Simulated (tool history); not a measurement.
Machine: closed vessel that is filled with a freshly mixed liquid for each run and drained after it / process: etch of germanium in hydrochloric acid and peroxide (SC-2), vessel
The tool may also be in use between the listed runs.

run,hour,temperature setpoint of the liquid (K),parts of water to one part each of 37 % hydrochloric acid and 30 % peroxide (parts by volume),time in the liquid (s),thickness taken off the germanium on a monitor wafer (nm)
1,0.0,331.15,11.0,95,208.79
2,9.2,329.65,11.0,95,197.99
3,14.4,329.65,14.0,95,192.86
4,22.8,329.65,14.0,95,191.38
5,31.6,328.65,14.0,95,186.64
6,39.0,327.65,14.0,95,180.46
7,45.4,327.15,14.0,95,180.17

Predict the results of run 8:
8,54.2,319.15,14.5,95,?

{"run 8": {"thickness taken off the germanium on a monitor wafer (nm)": 139.09}}
